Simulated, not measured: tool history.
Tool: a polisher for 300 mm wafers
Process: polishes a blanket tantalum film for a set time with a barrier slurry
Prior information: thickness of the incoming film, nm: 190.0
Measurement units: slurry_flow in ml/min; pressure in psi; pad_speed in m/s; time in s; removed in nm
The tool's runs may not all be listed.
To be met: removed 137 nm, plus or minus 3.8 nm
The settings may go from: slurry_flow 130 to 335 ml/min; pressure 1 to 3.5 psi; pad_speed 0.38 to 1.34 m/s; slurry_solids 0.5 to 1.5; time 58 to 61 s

{"run": 1, "hour": 0.0, "slurry_flow": 215, "pressure": 2.2, "pad_speed": 0.86, "slurry_solids": 1, "time": 58, "removed": 102.58}
{"run": 2, "hour": 8.1, "slurry_flow": 220, "pressure": 2.4, "pad_speed": 0.86, "slurry_solids": 1, "time": 58, "removed": 111.57}
{"run": 3, "hour": 12.4, "slurry_flow": 225, "pressure": 2.5, "pad_speed": 0.86, "slurry_solids": 1, "time": 58, "removed": 119.66}
{"run": 4, "hour": 17.6, "slurry_flow": 225, "pressure": 2.5, "pad_speed": 0.86, "slurry_solids": 1, "time": 61, "removed": 123.94}
{"run": 5, "hour": 24.3, "slurry_flow": 230, "pressure": 2.6, "pad_speed": 0.86, "slurry_solids": 1, "time": 61, "removed": 129.51}
{"run": 6, "hour": 25.8, "slurry_flow": 230, "pressure": 2.2, "pad_speed": 0.86, "slurry_solids": 1, "time": 61, "removed": 109.84}
{"run": 7, "hour": 29.2, "slurry_flow": 235, "pressure": 2.3, "pad_speed": 0.86, "slurry_solids": 1, "time": 61, "removed": 116.06}
{"run": 8, "hour": 38.0, "slurry_flow": 245, "pressure": 2.4, "pad_speed": 0.86, "slurry_solids": 1, "time": 61, "removed": 120.64}
{"run": 9, "hour": 43.6, "slurry_flow": 245, "pressure": 2.5, "pad_speed": 0.86, "slurry_solids": 1, "time": 61, "removed": 125.91}
{"run": 10, "hour": 48.4, "slurry_flow": 250, "pressure": 2.6, "pad_speed": 0.86, "slurry_solids": 1, "time": 61, "removed": 132.9}
{"run": 11, "hour": 50.7, "slurry_flow": 255, "pressure": 2.6, "pad_speed": 0.86, "slurry_solids": 1, "time": 61, "removed": 130.15}

Below are 4 possible settings for the next run. Only one of them brings all results inside the allowed miss of their targets. Which is it?
{"run": "A", "hour": 53.0, "slurry_flow": 220, "pressure": 2.9, "pad_speed": 0.76, "slurry_solids": 1.05, "time": 60, "removed": "?"}
{"run": "B", "hour": 53.0, "slurry_flow": 245, "pressure": 3.1, "pad_speed": 0.8, "slurry_solids": 0.85, "time": 58, "removed": "?"}
{"run": "C", "hour": 53.0, "slurry_flow": 280, "pressure": 2.7, "pad_speed": 0.86, "slurry_solids": 0.95, "time": 61, "removed": "?"}
{"run": "D", "hour": 53.0, "slurry_flow": 300, "pressure": 3, "pad_speed": 0.84, "slurry_solids": 0.9, "time": 60, "removed": "?"}

move=A removed=125.41
move=B removed=129.92
move=C removed=134.14
move=D removed=141.71
A: moves away from the targets compared with the last run
B: about the same distance from the targets as the last run
C: all results land within tolerance of their targets
D: takes the result that was furthest off past its target
So the answer is move C, the one that meets all the targets.

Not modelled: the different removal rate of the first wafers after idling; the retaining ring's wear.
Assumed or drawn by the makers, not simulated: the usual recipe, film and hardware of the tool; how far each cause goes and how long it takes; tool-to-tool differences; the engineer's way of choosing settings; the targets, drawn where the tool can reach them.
